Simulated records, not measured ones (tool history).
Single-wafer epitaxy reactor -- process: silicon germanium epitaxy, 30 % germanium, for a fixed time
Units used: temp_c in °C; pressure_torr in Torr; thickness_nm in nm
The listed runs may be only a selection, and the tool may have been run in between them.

| run | hour | temp_c | pressure_torr | thickness_nm |
|---|---|---|---|---|
| 1 | 0.0 | 580 | 27.9 | 46.100 |
| 2 | 3.9 | 580 | 29.8 | 47.814 |
| 3 | 12.4 | 582 | 29.9 | 48.796 |
| 4 | 20.4 | 574 | 29.9 | 42.612 |
| 5 | 22.5 | 577 | 30.0 | 45.174 |
| 6 | 23.7 | 582 | 30.0 | 49.401 |
| 7 | 28.7 | 584 | 30.1 | 51.664 |
| 8 | 33.5 | 586 | 30.2 | 53.567 |
| 9 | 39.4 | 587 | 30.2 | 54.132 |
| 10 | 41.7 | 588 | 30.2 | 56.251 |
| 11 | 44.1 | 589 | 30.2 | 56.704 |
| 12 | 50.5 | 590 | 30.2 | 57.699 |
| 13 | 51.6 | 591 | 30.2 | 58.752 |

Expected results for the next run?
| 14 | 59.1 | 591 | 30.2 | ? |

thickness_nm: 58.965 nm

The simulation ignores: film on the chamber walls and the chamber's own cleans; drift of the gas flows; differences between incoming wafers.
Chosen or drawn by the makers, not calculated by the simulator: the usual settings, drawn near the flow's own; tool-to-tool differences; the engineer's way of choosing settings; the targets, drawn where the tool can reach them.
